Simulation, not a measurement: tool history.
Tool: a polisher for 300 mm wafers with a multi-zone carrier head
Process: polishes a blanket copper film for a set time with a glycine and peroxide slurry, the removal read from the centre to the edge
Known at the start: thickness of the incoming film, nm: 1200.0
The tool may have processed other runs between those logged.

| run | hour | flow of slurry (ml/min) | pressure of the head's centre zone | pressure of the head's middle zone | pressure of the head's edge zone | polishing time (s) | film removed at the wafer's centre (angstrom) | film removed at mid-radius (angstrom) | film removed at the wafer's edge (angstrom) |
|---|---|---|---|---|---|---|---|---|---|
| 1 | 0.0 | 140 | 1.00 | 1.00 | 1.00 | 75 | 2608.3 | 2625.9 | 2636.2 |
| 2 | 4.2 | 140 | 0.96 | 1.00 | 1.00 | 75 | 2541.5 | 2518.4 | 2627.5 |
| 3 | 10.0 | 140 | 0.96 | 1.00 | 1.00 | 83 | 2767.4 | 2822.8 | 2921.0 |
| 4 | 13.7 | 140 | 0.96 | 0.94 | 1.00 | 83 | 2774.3 | 2747.1 | 2887.4 |
| 5 | 16.0 | 145 | 0.93 | 1.01 | 1.03 | 84 | 2710.7 | 2916.4 | 2963.9 |
| 6 | 24.4 | 110 | 0.93 | 1.01 | 1.03 | 84 | 2554.6 | 2756.5 | 2856.4 |
| 7 | 27.6 | 125 | 0.92 | 1.02 | 1.08 | 85 | 2679.4 | 2890.7 | 2983.3 |

The next listed run, before its measurement:
| 8 | 35.1 | 130 | 0.89 | 1.02 | 1.10 | 87 | ? | ? | ? |

film removed at the wafer's centre (angstrom): 2666.2
film removed at mid-radius (angstrom): 3043.8
film removed at the wafer's edge (angstrom): 3121.4

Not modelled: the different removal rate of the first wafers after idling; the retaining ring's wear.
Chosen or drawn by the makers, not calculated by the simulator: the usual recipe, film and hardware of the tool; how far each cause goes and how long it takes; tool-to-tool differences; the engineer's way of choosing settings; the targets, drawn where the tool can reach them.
